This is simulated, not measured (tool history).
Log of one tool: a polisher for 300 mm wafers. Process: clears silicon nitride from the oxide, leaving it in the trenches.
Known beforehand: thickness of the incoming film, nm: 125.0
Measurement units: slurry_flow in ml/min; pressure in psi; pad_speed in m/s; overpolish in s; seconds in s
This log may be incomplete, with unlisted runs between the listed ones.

run,hour,slurry_flow,pressure,pad_speed,overpolish,seconds
1,0,250,2.2,1.06,8,145.85
2,7.4,250,2.2,0.94,8,163.91
3,12.2,250,2.2,0.7,8,221.17
4,14,250,2.2,0.88,8,173.5
5,21.4,250,2.1,0.86,8,182.81
6,24.4,225,2.1,0.86,8,188.26
7,29.6,225,2.1,0.86,8,193.45
8,32.1,220,2,0.84,8,203.93
9,35.8,220,1.9,0.82,8,215.37
10,40.4,220,1.9,0.82,8,220.74
11,46.3,220,1.8,0.82,8,225.98
12,53.9,220,1.7,0.8,8,254.41
13,56.2,220,1.6,0.8,8,268.52
14,65.2,220,1.5,0.8,8,281.98
15,73,220,1.4,0.8,8,304.19

Forecast run 16:
16,82,220,1,0.8,8,?

{"run 16": {"seconds": 414.14}}
